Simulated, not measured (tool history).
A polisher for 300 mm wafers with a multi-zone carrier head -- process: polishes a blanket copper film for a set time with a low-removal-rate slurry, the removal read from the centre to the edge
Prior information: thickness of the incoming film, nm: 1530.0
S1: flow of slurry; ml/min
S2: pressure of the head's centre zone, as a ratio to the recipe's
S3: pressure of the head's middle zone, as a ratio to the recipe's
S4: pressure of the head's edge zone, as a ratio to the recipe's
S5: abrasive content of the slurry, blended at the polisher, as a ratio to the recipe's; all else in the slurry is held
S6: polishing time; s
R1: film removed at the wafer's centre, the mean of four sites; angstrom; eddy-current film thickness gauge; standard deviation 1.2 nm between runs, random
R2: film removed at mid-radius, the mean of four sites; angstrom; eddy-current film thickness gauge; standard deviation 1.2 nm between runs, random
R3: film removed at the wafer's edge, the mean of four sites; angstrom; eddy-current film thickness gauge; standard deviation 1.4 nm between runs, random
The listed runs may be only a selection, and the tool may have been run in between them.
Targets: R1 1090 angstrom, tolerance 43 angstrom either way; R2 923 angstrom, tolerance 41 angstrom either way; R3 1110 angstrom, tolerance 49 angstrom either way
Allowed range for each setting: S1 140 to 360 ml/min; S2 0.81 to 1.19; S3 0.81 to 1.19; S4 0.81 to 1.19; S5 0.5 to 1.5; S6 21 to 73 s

run,day,S1,S2,S3,S4,S5,S6,R1,R2,R3
1,0,230,1,1,1,1,47,1356.5,1293.6,1383.9
2,0.088,230,1,0.93,1,1,47,1399.2,1244.8,1415.3
3,0.158,230,1,0.93,1.07,1,47,1389.8,1256.2,1439.8
4,0.396,230,1,0.93,1.07,1,42,1220.9,1093.8,1301.9
5,0.517,230,1,0.87,1.07,1,42,1220.3,1081.9,1284.7
6,0.825,180,1,0.87,1.07,1,42,1195.4,1018.8,1265.7
7,0.871,180,1,0.87,1.04,0.9,42,1168,1023.2,1219.5
8,1.121,175,1.01,0.86,1.04,0.85,41,1147.3,953.32,1184.2

Exercise: of the 5 proposed moves below, exactly one satisfies all targets within the stated allowed misses. Which move is it?
A,1.371,275,0.97,0.98,0.93,0.9,38,?,?,?
B,1.371,180,0.98,0.89,0.93,0.85,41,?,?,?
C,1.371,145,1,0.83,0.95,0.7,43,?,?,?
D,1.371,210,1.04,1.02,0.87,1,37,?,?,?
E,1.371,205,1.06,0.96,0.95,0.85,40,?,?,?

move,R1,R2,R3
A,1074,1079.8,1091.4
B,1094.7,1011.2,1123
C,1089.3,934.78,1121.3
D,1107.9,1076.9,1027.9
E,1178.7,1068.5,1119.7
A: brings the result that was furthest off to its target, and leaves another outside
B: brings the result that was furthest off to its target, and leaves another outside
C: every result lands within tolerance
D: the result that was furthest off in the last run now lies on the other side of its target
E: brings the result that was furthest off to its target, and leaves another outside
Answer: C
